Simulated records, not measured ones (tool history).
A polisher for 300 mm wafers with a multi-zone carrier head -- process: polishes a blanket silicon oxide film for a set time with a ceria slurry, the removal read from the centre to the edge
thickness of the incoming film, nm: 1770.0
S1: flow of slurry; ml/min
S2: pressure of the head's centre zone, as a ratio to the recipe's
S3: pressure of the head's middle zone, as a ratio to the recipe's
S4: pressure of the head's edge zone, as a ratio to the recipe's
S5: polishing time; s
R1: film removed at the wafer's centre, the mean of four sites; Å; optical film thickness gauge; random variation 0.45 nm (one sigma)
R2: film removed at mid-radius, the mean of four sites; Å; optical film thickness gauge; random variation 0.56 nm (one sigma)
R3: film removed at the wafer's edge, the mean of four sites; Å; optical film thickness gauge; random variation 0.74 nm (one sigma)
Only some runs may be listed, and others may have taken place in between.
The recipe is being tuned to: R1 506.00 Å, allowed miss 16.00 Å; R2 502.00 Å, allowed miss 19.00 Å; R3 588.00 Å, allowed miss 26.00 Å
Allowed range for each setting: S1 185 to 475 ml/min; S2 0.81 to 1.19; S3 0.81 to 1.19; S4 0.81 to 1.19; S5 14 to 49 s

{"run": 1, "day": 0.0, "S1": 305, "S2": 1.0, "S3": 1.0, "S4": 1.0, "S5": 31, "R1": 829.99, "R2": 846.7, "R3": 861.15}
{"run": 2, "day": 0.162, "S1": 380, "S2": 1.0, "S3": 1.0, "S4": 1.0, "S5": 31, "R1": 835.73, "R2": 858.9, "R3": 872.23}
{"run": 3, "day": 0.262, "S1": 380, "S2": 1.0, "S3": 0.92, "S4": 1.0, "S5": 31, "R1": 850.87, "R2": 803.15, "R3": 874.84}
{"run": 4, "day": 0.475, "S1": 380, "S2": 0.98, "S3": 0.91, "S4": 1.0, "S5": 30, "R1": 804.85, "R2": 773.97, "R3": 808.2}
{"run": 5, "day": 0.654, "S1": 365, "S2": 0.97, "S3": 0.9, "S4": 1.02, "S5": 29, "R1": 777.11, "R2": 735.02, "R3": 816.95}
{"run": 6, "day": 0.696, "S1": 365, "S2": 0.97, "S3": 0.9, "S4": 1.02, "S5": 35, "R1": 933.09, "R2": 888.02, "R3": 972.72}
{"run": 7, "day": 0.742, "S1": 365, "S2": 0.95, "S3": 0.89, "S4": 1.02, "S5": 33, "R1": 870.73, "R2": 826.82, "R3": 945.33}
{"run": 8, "day": 0.854, "S1": 365, "S2": 0.94, "S3": 0.88, "S4": 1.01, "S5": 31, "R1": 811.73, "R2": 757.06, "R3": 879.32}
{"run": 9, "day": 1.104, "S1": 365, "S2": 0.93, "S3": 0.89, "S4": 1.01, "S5": 29, "R1": 747.6, "R2": 706.41, "R3": 805.04}
{"run": 10, "day": 1.242, "S1": 365, "S2": 0.92, "S3": 0.89, "S4": 1.01, "S5": 28, "R1": 723.28, "R2": 698.72, "R3": 782.79}
{"run": 11, "day": 1.296, "S1": 365, "S2": 0.91, "S3": 0.89, "S4": 1.01, "S5": 27, "R1": 684.35, "R2": 673.82, "R3": 753.3}
{"run": 12, "day": 1.5, "S1": 365, "S2": 0.9, "S3": 0.88, "S4": 1.01, "S5": 26, "R1": 652.21, "R2": 645.87, "R3": 730.01}
{"run": 13, "day": 1.612, "S1": 365, "S2": 0.89, "S3": 0.87, "S4": 1.0, "S5": 25, "R1": 620.29, "R2": 620.47, "R3": 700.26}
{"run": 14, "day": 1.912, "S1": 325, "S2": 0.85, "S3": 0.81, "S4": 0.97, "S5": 20, "R1": 485.87, "R2": 459.26, "R3": 543.75}
{"run": 15, "day": 2.075, "S1": 325, "S2": 0.85, "S3": 0.81, "S4": 0.97, "S5": 20, "R1": 479.64, "R2": 460.22, "R3": 541.67}
{"run": 16, "day": 2.358, "S1": 335, "S2": 0.85, "S3": 0.81, "S4": 0.97, "S5": 20, "R1": 490.14, "R2": 468.15, "R3": 542.19}
{"run": 17, "day": 2.629, "S1": 340, "S2": 0.85, "S3": 0.81, "S4": 0.98, "S5": 20, "R1": 489.87, "R2": 452.3, "R3": 546.24}
{"run": 18, "day": 2.846, "S1": 340, "S2": 0.85, "S3": 0.81, "S4": 0.98, "S5": 20, "R1": 481.14, "R2": 462.04, "R3": 558.21}
{"run": 19, "day": 2.888, "S1": 345, "S2": 0.85, "S3": 0.81, "S4": 0.98, "S5": 20, "R1": 485.35, "R2": 458.31, "R3": 535.75}
{"run": 20, "day": 3.008, "S1": 340, "S2": 0.85, "S3": 0.82, "S4": 0.99, "S5": 20, "R1": 491.42, "R2": 461.03, "R3": 560.04}
{"run": 21, "day": 3.133, "S1": 345, "S2": 0.85, "S3": 0.83, "S4": 0.99, "S5": 20, "R1": 489.75, "R2": 467.06, "R3": 540.11}
{"run": 22, "day": 3.338, "S1": 325, "S2": 0.83, "S3": 0.86, "S4": 1.08, "S5": 22, "R1": 522.22, "R2": 523.61, "R3": 634.27}
{"run": 23, "day": 3.362, "S1": 320, "S2": 0.83, "S3": 0.86, "S4": 1.07, "S5": 22, "R1": 534.04, "R2": 526.44, "R3": 635.74}

5 next moves are on the table. One of them brings every result within its allowed miss. Which?
{"run": "A", "day": 3.388, "S1": 285, "S2": 0.91, "S3": 0.81, "S4": 1.13, "S5": 20, "R1": "?", "R2": "?", "R3": "?"}
{"run": "B", "day": 3.388, "S1": 230, "S2": 0.86, "S3": 0.87, "S4": 1.06, "S5": 21, "R1": "?", "R2": "?", "R3": "?"}
{"run": "C", "day": 3.388, "S1": 270, "S2": 1.03, "S3": 0.81, "S4": 1.13, "S5": 20, "R1": "?", "R2": "?", "R3": "?"}
{"run": "D", "day": 3.388, "S1": 325, "S2": 0.99, "S3": 0.89, "S4": 0.96, "S5": 20, "R1": "?", "R2": "?", "R3": "?"}
{"run": "E", "day": 3.388, "S1": 465, "S2": 0.87, "S3": 0.95, "S4": 1.07, "S5": 21, "R1": "?", "R2": "?", "R3": "?"}

move=A R1=507.04 R2=449.60 R3=568.54
move=B R1=505.00 R2=492.43 R3=570.34
move=C R1=546.37 R2=447.60 R3=566.79
move=D R1=540.76 R2=490.28 R3=527.86
move=E R1=536.83 R2=556.04 R3=594.06
A: meets the target for the result that was furthest off, but another lies outside its allowed miss
B: every result lands within tolerance
C: meets the target for the result that was furthest off, but another lies outside its allowed miss
D: takes the biggest miss from the last run beyond its target
E: meets the target for the result that was furthest off, but another lies outside its allowed miss
Correct choice: B, which meets every target
